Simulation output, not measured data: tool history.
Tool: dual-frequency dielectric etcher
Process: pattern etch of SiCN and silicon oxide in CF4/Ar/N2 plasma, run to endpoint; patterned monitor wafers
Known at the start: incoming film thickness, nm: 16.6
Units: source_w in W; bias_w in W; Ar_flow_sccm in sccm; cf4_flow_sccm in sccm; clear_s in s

{"run": 1, "hour": 0.0, "source_w": 500, "bias_w": 84, "Ar_flow_sccm": 105, "cf4_flow_sccm": 48, "clear_s": 16.74}
{"run": 2, "hour": 4.4, "source_w": 550, "bias_w": 84, "Ar_flow_sccm": 105, "cf4_flow_sccm": 48, "clear_s": 14.95}
{"run": 3, "hour": 9.4, "source_w": 550, "bias_w": 91, "Ar_flow_sccm": 105, "cf4_flow_sccm": 48, "clear_s": 14.523}
{"run": 4, "hour": 14.2, "source_w": 520, "bias_w": 91, "Ar_flow_sccm": 105, "cf4_flow_sccm": 48, "clear_s": 15.364}
{"run": 5, "hour": 18.6, "source_w": 570, "bias_w": 91, "Ar_flow_sccm": 105, "cf4_flow_sccm": 48, "clear_s": 13.956}
{"run": 6, "hour": 25.2, "source_w": 530, "bias_w": 90, "Ar_flow_sccm": 105, "cf4_flow_sccm": 48, "clear_s": 15.057}
{"run": 7, "hour": 28.9, "source_w": 500, "bias_w": 90, "Ar_flow_sccm": 105, "cf4_flow_sccm": 48, "clear_s": 16.182}
{"run": 8, "hour": 37.8, "source_w": 480, "bias_w": 90, "Ar_flow_sccm": 105, "cf4_flow_sccm": 48, "clear_s": 16.978}
{"run": 9, "hour": 44.9, "source_w": 460, "bias_w": 90, "Ar_flow_sccm": 105, "cf4_flow_sccm": 48, "clear_s": 17.649}

Run 10 comes next. What will it give?
{"run": 10, "hour": 49.8, "source_w": 460, "bias_w": 90, "Ar_flow_sccm": 105, "cf4_flow_sccm": 48, "clear_s": "?"}

clear_s: 17.822 s
